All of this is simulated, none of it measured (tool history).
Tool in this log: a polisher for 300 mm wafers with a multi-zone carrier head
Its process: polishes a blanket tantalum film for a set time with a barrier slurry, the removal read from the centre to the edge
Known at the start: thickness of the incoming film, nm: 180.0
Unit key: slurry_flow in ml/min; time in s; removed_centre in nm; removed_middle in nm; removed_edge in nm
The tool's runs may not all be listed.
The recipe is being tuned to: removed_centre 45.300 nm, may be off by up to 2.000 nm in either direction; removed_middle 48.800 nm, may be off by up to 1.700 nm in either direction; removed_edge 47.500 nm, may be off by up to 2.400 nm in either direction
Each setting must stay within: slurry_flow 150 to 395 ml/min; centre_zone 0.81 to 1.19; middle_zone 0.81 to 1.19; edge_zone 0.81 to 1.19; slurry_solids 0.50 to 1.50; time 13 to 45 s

run,hour,slurry_flow,centre_zone,middle_zone,edge_zone,slurry_solids,time,removed_centre,removed_middle,removed_edge
1,0.0,250,1.00,1.00,1.00,1.00,29,61.482,60.829,59.368
2,8.9,250,1.00,1.00,1.08,1.00,29,62.616,60.316,61.464
3,13.8,250,1.00,1.00,1.12,1.00,29,61.864,60.275,62.710
4,20.7,250,0.98,1.00,1.10,0.90,29,59.274,58.427,61.835
5,29.1,250,0.98,1.00,1.10,0.80,29,56.583,57.818,58.840
6,37.9,250,0.98,1.00,1.10,0.80,23,44.621,45.337,47.268
7,46.0,255,0.98,1.01,1.10,0.80,23,44.678,45.513,46.583
8,50.1,255,0.98,1.02,1.10,0.80,23,45.472,45.933,47.394
9,53.7,255,0.98,1.03,1.10,0.80,23,46.507,46.122,47.019

Consider the 4 candidate settings below. Which is the only one whose results all fall within their allowed miss of target?
A,57.3,265,1.00,1.02,0.98,0.90,22,?,?,?
B,57.3,245,1.11,1.09,1.14,0.90,21,?,?,?
C,57.3,285,0.95,1.07,1.07,0.50,27,?,?,?
D,57.3,235,1.03,1.00,1.10,0.55,25,?,?,?

move,removed_centre,removed_middle,removed_edge
A,45.102,44.837,44.025
B,47.385,44.176,44.756
C,44.579,48.024,47.540
D,45.087,43.038,45.277
A: moves away from the targets compared with the last run
B: moves away from the targets compared with the last run
C: meets every target
D: moves away from the targets compared with the last run
Go with C: it meets all targets.

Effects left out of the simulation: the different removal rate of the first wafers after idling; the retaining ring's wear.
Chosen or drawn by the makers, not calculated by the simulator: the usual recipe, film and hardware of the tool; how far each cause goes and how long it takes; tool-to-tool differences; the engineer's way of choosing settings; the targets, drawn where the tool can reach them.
